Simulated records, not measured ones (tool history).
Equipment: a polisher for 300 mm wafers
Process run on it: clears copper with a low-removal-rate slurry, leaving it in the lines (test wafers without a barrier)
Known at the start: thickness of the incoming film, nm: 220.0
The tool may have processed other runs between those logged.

run  hour  flow of slurry (ml/min)  pressure of the wafer on the pad (psi)  speed of the pad under the wafer (m/s)  abrasive content of the slurry  overpolish time after the end point (s)  time until the end point was called (s)  dishing of a wide line in a test structure (Å)
  1   0.0                      225                                     2.1                                    1.12                             1.0                                       21                                  102.630                                          237.61
  2   5.0                      225                                     2.3                                    1.12                             1.0                                       19                                   95.448                                          237.33
  3   7.5                      225                                     2.3                                    1.12                             1.0                                       28                                   98.167                                          297.54
  4  10.7                      225                                     2.4                                    1.12                             1.0                                       24                                   93.832                                          282.88
  5  15.2                      225                                     2.5                                    1.14                             1.0                                       21                                   90.774                                          266.33
  6  19.0                      265                                     2.5                                    1.14                             1.0                                       21                                   85.879                                          273.81
  7  23.0                      270                                     2.6                                    1.16                             1.0                                       19                                   79.002                                          263.56
  8  26.6                      275                                     2.6                                    1.16                             1.0                                       18                                   82.493                                          256.17
  9  32.4                      275                                     2.7                                    1.18                             1.0                                       16                                   78.208                                          243.70
 10  40.1                      280                                     2.8                                    1.18                             1.0                                       15                                   75.759                                          241.45

Run 11 is up next; what results do you expect?
 11  47.6                      285                                     2.9                                    1.18                             1.0                                       14                                        ?                                               ?

{"run 11": {"time until the end point was called (s)": 73.508, "dishing of a wide line in a test structure (Å)": 234.4}}
